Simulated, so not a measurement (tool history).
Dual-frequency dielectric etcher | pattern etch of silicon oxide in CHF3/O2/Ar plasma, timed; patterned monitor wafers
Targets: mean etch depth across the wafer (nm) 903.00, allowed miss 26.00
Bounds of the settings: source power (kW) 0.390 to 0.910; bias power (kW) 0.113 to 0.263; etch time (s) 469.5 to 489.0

| run | hour | source power (kW) | bias power (kW) | etch time (s) | mean etch depth across the wafer (nm) |
|---|---|---|---|---|---|
| 1 | 0.0 | 0.650 | 0.188 | 469.5 | 1047.00 |
| 2 | 8.8 | 0.650 | 0.203 | 469.5 | 1068.30 |
| 3 | 13.4 | 0.650 | 0.203 | 469.5 | 1064.50 |
| 4 | 15.3 | 0.650 | 0.228 | 469.5 | 1095.70 |
| 5 | 23.0 | 0.650 | 0.202 | 469.5 | 1063.50 |
| 6 | 28.2 | 0.590 | 0.202 | 469.5 | 1024.60 |
| 7 | 31.4 | 0.570 | 0.199 | 469.5 | 1001.90 |
| 8 | 40.2 | 0.550 | 0.197 | 469.5 | 988.60 |
| 9 | 42.5 | 0.530 | 0.195 | 469.5 | 973.82 |
| 10 | 44.5 | 0.520 | 0.193 | 469.5 | 964.33 |
| 11 | 49.4 | 0.510 | 0.192 | 469.5 | 959.26 |
| 12 | 57.1 | 0.500 | 0.191 | 469.5 | 950.39 |
| 13 | 59.9 | 0.490 | 0.190 | 469.5 | 934.48 |
| 14 | 66.4 | 0.480 | 0.189 | 469.5 | 935.00 |

4 next moves are on the table. One of them brings every result within its allowed miss. Which?
| A | 72.9 | 0.450 | 0.189 | 469.5 | ? |
| B | 72.9 | 0.500 | 0.181 | 480.0 | ? |
| C | 72.9 | 0.580 | 0.177 | 476.0 | ? |
| D | 72.9 | 0.500 | 0.189 | 483.5 | ? |

| move | mean etch depth across the wafer (nm) |
|---|---|
| A | 908.70 |
| B | 957.39 |
| C | 1000.20 |
| D | 974.69 |
A: meets every target
B: further off than the last run
C: further off than the last run
D: further off than the last run
The right move is A.
